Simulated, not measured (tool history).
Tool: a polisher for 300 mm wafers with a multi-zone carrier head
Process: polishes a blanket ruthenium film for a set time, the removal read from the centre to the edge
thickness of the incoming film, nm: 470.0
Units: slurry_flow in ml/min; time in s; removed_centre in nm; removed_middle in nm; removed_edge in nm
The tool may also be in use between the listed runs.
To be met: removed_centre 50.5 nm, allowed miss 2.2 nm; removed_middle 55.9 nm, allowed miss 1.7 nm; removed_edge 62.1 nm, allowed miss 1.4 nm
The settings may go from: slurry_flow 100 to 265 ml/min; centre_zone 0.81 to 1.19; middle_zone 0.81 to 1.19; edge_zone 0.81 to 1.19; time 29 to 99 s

run	hour	slurry_flow	centre_zone	middle_zone	edge_zone	time	removed_centre	removed_middle	removed_edge
1	0	170	1	1	1	64	80.307	80.928	79.522
2	6.2	165	0.98	0.98	1	62	77.147	76.604	77.156
3	8.5	165	1.04	0.98	1	62	83.341	75.646	77.091
4	15.6	165	1.04	0.98	1	69	91.345	87.183	85.009
5	16.5	160	1.01	0.97	1	67	84.732	81.273	83.384
6	18.8	155	0.99	0.97	0.99	65	80.497	79.199	80.134
7	21.5	155	0.99	0.97	0.99	65	80.422	79.599	80.316
8	28.7	150	0.97	0.96	0.98	63	76.571	76.031	76.614
9	33.5	150	0.97	0.96	0.98	63	76.826	75.8	76.756
10	39.5	145	0.95	0.96	0.99	61	73.055	72.676	73.908
11	47.5	145	0.93	0.96	1.02	59	68.182	71.253	72.909
12	53.5	105	0.83	0.86	0.99	50	50.293	53.991	59.734
13	59.9	110	0.83	0.86	1	50	50.766	53.547	59.887
14	63	110	0.83	0.86	1.01	50	50.539	54.661	59.881

Which of these 5 next moves meets every target?
A	66.1	125	0.81	0.94	0.98	51	?	?	?
B	66.1	100	0.81	0.85	0.99	52	?	?	?
C	66.1	115	0.81	0.98	1.08	47	?	?	?
D	66.1	110	0.81	0.95	0.89	52	?	?	?
E	66.1	130	0.84	0.92	0.98	48	?	?	?

move	removed_centre	removed_middle	removed_edge
A	50.981	59.61	61.825
B	50.322	55.57	62.152
C	46.441	55.794	59.288
D	51.047	60.214	59.577
E	49.949	55.622	58.402
A: brings the result that was furthest off to its target, and leaves another outside
B: meets every target
C: further off than the last run
D: further off than the last run
E: further off than the last run
The right move is B.
